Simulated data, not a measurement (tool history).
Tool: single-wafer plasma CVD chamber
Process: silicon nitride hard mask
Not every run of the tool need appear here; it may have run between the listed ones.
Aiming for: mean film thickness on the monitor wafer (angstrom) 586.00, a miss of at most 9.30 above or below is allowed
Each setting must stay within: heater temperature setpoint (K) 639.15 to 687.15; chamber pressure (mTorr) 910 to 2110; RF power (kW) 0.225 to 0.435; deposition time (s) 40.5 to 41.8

run  hour  heater temperature setpoint (K)  chamber pressure (mTorr)  RF power (kW)  deposition time (s)  mean film thickness on the monitor wafer (angstrom)
  1   0.0                           663.15                      1510          0.330                 40.5                                               523.36
  2   4.7                           663.15                      1510          0.330                 40.5                                               526.27
  3  10.6                           663.15                      1600          0.330                 40.5                                               540.88
  4  12.5                           658.15                      1600          0.330                 40.5                                               538.11
  5  16.3                           658.15                      1660          0.330                 40.5                                               546.82
  6  25.1                           658.15                      1710          0.330                 40.5                                               555.55
  7  29.1                           658.15                      1740          0.330                 40.5                                               560.97
  8  37.4                           658.15                      1770          0.330                 40.5                                               563.14
  9  40.1                           658.15                      1800          0.330                 40.5                                               564.31
 10  44.7                           658.15                      1830          0.330                 40.5                                               566.45
 11  48.2                           658.15                      1860          0.330                 40.5                                               566.78
 12  50.2                           657.15                      1890          0.330                 40.5                                               575.86
 13  58.6                           657.15                      1900          0.330                 40.5                                               576.97
 14  65.3                           657.15                      1910          0.330                 40.5                                               579.58

Which one of the following 4 next-run settings gets every result inside its allowed miss? There is exactly one.
  A  72.0                           658.15                      1910          0.330                 41.1                                                    ?
  B  72.0                           656.15                      1940          0.315                 40.5                                                    ?
  C  72.0                           649.15                      1760          0.315                 41.7                                                    ?
  D  72.0                           661.15                      1890          0.320                 40.8                                                    ?

move  mean film thickness on the monitor wafer (angstrom)
   A                                               582.51
   B                                               561.73
   C                                               560.59
   D                                               564.85
A: all results land within tolerance of their targets
B: misses by more than the last run did
C: misses by more than the last run did
D: misses by more than the last run did
A meets every target.
